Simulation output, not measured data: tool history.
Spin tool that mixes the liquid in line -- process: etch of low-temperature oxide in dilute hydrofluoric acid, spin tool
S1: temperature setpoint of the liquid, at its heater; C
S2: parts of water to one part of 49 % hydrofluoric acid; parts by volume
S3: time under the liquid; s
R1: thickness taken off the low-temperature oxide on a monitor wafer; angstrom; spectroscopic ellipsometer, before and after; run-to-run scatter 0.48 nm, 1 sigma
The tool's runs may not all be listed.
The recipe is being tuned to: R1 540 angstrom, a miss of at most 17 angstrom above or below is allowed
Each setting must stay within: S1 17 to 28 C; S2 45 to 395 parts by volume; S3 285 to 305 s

run	day	S1	S2	S3	R1
1	0	20	220	285	157.44
2	0.321	20	170	285	218.24
3	0.35	20	170	285	217.85
4	0.7	21	155	285	250.06
5	0.812	22	145	285	289.58
6	1.117	22	100	285	439.88
7	1.354	22.5	100	285	443.16
8	1.633	23	100	285	454.23
9	1.821	23.5	100	285	463.38
10	2.046	24	100	285	464.79
11	2.117	24.5	100	285	483.65

Exercise: of the 5 proposed moves below, exactly one satisfies all targets within the stated allowed misses. Which move is it?
A	2.188	25.5	120	305	?
B	2.188	24.5	110	285	?
C	2.188	25.5	100	305	?
D	2.188	24	120	305	?
E	2.188	24	115	300	?

move	R1
A	437.19
B	434.61
C	539.13
D	412.71
E	426.36
A: further off than the last run
B: further off than the last run
C: in spec on every target
D: further off than the last run
E: further off than the last run
Go with C: it meets all targets.

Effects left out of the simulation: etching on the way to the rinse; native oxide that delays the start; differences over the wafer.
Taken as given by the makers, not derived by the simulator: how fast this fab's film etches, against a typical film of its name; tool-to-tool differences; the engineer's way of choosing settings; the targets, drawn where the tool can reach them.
